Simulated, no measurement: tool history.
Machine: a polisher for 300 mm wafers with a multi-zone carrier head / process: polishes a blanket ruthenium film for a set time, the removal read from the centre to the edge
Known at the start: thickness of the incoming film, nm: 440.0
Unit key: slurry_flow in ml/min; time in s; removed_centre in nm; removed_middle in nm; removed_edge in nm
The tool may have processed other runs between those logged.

{"run": 1, "hour": 0.0, "slurry_flow": 255, "centre_zone": 1.0, "middle_zone": 1.0, "edge_zone": 1.0, "time": 50, "removed_centre": 78.972, "removed_middle": 79.011, "removed_edge": 77.485}
{"run": 2, "hour": 3.6, "slurry_flow": 255, "centre_zone": 1.0, "middle_zone": 1.0, "edge_zone": 0.93, "time": 50, "removed_centre": 78.786, "removed_middle": 79.739, "removed_edge": 76.477}
{"run": 3, "hour": 4.8, "slurry_flow": 255, "centre_zone": 1.0, "middle_zone": 1.0, "edge_zone": 0.87, "time": 50, "removed_centre": 77.25, "removed_middle": 79.376, "removed_edge": 73.874}
{"run": 4, "hour": 8.1, "slurry_flow": 255, "centre_zone": 1.0, "middle_zone": 1.0, "edge_zone": 0.87, "time": 61, "removed_centre": 96.221, "removed_middle": 96.949, "removed_edge": 90.219}
{"run": 5, "hour": 12.8, "slurry_flow": 255, "centre_zone": 1.01, "middle_zone": 0.97, "edge_zone": 0.9, "time": 62, "removed_centre": 98.024, "removed_middle": 95.795, "removed_edge": 94.752}
{"run": 6, "hour": 13.5, "slurry_flow": 300, "centre_zone": 1.01, "middle_zone": 0.97, "edge_zone": 0.9, "time": 62, "removed_centre": 102.12, "removed_middle": 100.32, "removed_edge": 93.758}
{"run": 7, "hour": 20.6, "slurry_flow": 290, "centre_zone": 1.03, "middle_zone": 0.95, "edge_zone": 0.92, "time": 63, "removed_centre": 102.25, "removed_middle": 97.268, "removed_edge": 96.335}

Run 8 comes next. What will it give?
{"run": 8, "hour": 23.0, "slurry_flow": 315, "centre_zone": 1.13, "middle_zone": 0.85, "edge_zone": 0.99, "time": 67, "removed_centre": "?", "removed_middle": "?", "removed_edge": "?"}

{"run 8": {"removed_centre": 122.32, "removed_middle": 94.692, "removed_edge": 107.94}}
